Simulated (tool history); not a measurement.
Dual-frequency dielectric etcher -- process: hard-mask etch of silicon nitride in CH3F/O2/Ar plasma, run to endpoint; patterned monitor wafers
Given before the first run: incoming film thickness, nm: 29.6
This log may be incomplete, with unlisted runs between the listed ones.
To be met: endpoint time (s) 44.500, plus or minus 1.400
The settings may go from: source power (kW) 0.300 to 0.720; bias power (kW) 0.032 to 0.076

run	day	source power (kW)	bias power (kW)	endpoint time (s)
1	0.000	0.510	0.054	37.116
2	0.196	0.460	0.051	39.504
3	0.462	0.460	0.060	38.171
4	0.738	0.460	0.066	36.251
5	0.883	0.550	0.066	33.496
6	1.225	0.550	0.061	34.350
7	1.392	0.480	0.058	37.661
8	1.612	0.430	0.056	39.730
9	1.646	0.400	0.055	41.511
10	1.679	0.380	0.054	42.261

Below are 5 possible settings for the next run. Only one of them brings all results inside the allowed miss of their targets. Which is it?
A	1.712	0.420	0.052	?
B	1.712	0.450	0.053	?
C	1.712	0.420	0.056	?
D	1.712	0.370	0.050	?
E	1.712	0.440	0.057	?

move	endpoint time (s)
A	41.159
B	39.587
C	40.259
D	44.334
E	39.157
A: the biggest miss grows against the last run
B: the biggest miss grows against the last run
C: the biggest miss grows against the last run
D: all results in spec
E: the biggest miss grows against the last run
So the answer is move D, the one that meets all the targets.

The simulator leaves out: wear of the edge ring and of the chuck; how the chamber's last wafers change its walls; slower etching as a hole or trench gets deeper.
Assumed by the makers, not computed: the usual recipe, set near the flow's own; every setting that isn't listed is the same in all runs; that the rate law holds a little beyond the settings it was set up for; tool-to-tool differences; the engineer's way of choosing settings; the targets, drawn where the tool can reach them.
